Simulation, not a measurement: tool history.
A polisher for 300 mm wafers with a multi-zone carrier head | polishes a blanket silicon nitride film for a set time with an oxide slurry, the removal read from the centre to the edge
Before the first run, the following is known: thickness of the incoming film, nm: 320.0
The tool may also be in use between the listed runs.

| run | hour | flow of slurry (ml/min) | pressure of the head's centre zone | pressure of the head's middle zone | pressure of the head's edge zone | abrasive content of the slurry | polishing time (s) | film removed at the wafer's centre (Å) | film removed at mid-radius (Å) | film removed at the wafer's edge (Å) |
|---|---|---|---|---|---|---|---|---|---|---|
| 1 | 0.0 | 200 | 1.00 | 1.00 | 1.00 | 1.00 | 85 | 922.90 | 949.82 | 927.55 |
| 2 | 2.5 | 200 | 1.00 | 1.00 | 1.00 | 1.15 | 85 | 955.17 | 977.69 | 970.25 |
| 3 | 4.3 | 195 | 1.00 | 0.99 | 0.97 | 1.00 | 84 | 930.10 | 914.23 | 922.58 |
| 4 | 5.8 | 200 | 1.00 | 1.01 | 0.96 | 0.90 | 81 | 864.89 | 902.60 | 854.42 |
| 5 | 10.2 | 200 | 1.00 | 0.94 | 0.96 | 0.90 | 81 | 870.33 | 871.53 | 860.78 |
| 6 | 15.4 | 195 | 1.01 | 0.94 | 0.94 | 0.80 | 80 | 825.71 | 813.01 | 817.42 |

What will run 7 give?
| 7 | 18.0 | 195 | 1.02 | 0.96 | 0.91 | 0.75 | 80 | ? | ? | ? |

For run 7 the tool returned film removed at the wafer's centre (Å) 832.11, film removed at mid-radius (Å) 818.34, film removed at the wafer's edge (Å) 789.15.
